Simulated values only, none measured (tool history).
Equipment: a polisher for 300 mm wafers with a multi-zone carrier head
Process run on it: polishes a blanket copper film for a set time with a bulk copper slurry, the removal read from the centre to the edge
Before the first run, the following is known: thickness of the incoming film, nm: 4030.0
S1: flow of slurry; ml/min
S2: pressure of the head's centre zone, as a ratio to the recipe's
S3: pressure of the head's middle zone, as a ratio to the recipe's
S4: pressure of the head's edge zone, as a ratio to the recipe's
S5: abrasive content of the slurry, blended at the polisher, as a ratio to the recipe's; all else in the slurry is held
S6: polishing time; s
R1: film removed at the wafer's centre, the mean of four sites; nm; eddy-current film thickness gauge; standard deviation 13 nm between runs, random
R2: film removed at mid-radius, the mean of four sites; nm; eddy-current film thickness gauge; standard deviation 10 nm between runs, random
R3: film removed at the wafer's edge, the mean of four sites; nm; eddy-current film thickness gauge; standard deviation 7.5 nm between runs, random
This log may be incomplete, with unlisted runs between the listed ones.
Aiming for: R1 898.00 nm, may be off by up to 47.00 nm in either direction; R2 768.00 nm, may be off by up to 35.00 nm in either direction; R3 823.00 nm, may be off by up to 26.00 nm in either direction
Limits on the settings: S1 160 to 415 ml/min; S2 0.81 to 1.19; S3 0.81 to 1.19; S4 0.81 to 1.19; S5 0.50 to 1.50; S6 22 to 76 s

run,hour,S1,S2,S3,S4,S5,S6,R1,R2,R3
1,0.0,265,1.00,1.00,1.00,1.00,49,514.18,502.91,517.74
2,4.3,265,1.00,1.00,1.00,1.00,38,406.91,393.37,396.91
3,6.6,275,1.05,1.01,1.03,1.15,45,506.31,486.60,493.15
4,10.5,275,1.12,1.01,1.03,1.15,45,553.84,496.61,500.06
5,12.8,275,1.12,1.01,1.03,1.15,50,606.06,535.04,558.32
6,18.9,275,1.18,1.01,1.03,1.15,50,648.48,540.26,550.56
7,22.9,285,1.18,1.01,1.05,1.25,54,714.83,593.27,609.18
8,29.9,280,1.17,1.01,1.07,1.30,58,759.11,639.19,666.50
9,35.9,280,1.17,1.01,1.09,1.35,60,797.44,683.77,708.96
10,42.6,280,1.17,1.00,1.11,1.40,61,820.50,664.96,737.03
11,44.3,285,1.17,1.02,1.13,1.45,62,833.89,713.38,764.11
12,50.3,290,1.18,1.02,1.14,1.45,63,860.07,733.82,770.16
13,56.9,290,1.18,1.02,1.14,1.45,64,876.27,738.12,770.44

Which one of the following 4 next-run settings gets every result inside its allowed miss? There is exactly one.
A,63.5,230,1.19,1.05,1.19,1.40,67,?,?,?
B,63.5,310,1.06,1.17,1.19,1.50,64,?,?,?
C,63.5,315,1.19,1.05,1.14,1.40,64,?,?,?
D,63.5,390,1.17,1.09,1.10,1.40,62,?,?,?

move,R1,R2,R3
A,912.17,787.71,815.12
B,813.93,861.98,806.27
C,898.78,773.92,777.86
D,871.65,786.55,748.74
A: meets every target
B: puts the biggest miss on target and leaves a different result outside tolerance
C: closes in on the targets versus the last run, not all within tolerance yet
D: the biggest miss grows against the last run
A is the move that brings every result within its allowed miss.

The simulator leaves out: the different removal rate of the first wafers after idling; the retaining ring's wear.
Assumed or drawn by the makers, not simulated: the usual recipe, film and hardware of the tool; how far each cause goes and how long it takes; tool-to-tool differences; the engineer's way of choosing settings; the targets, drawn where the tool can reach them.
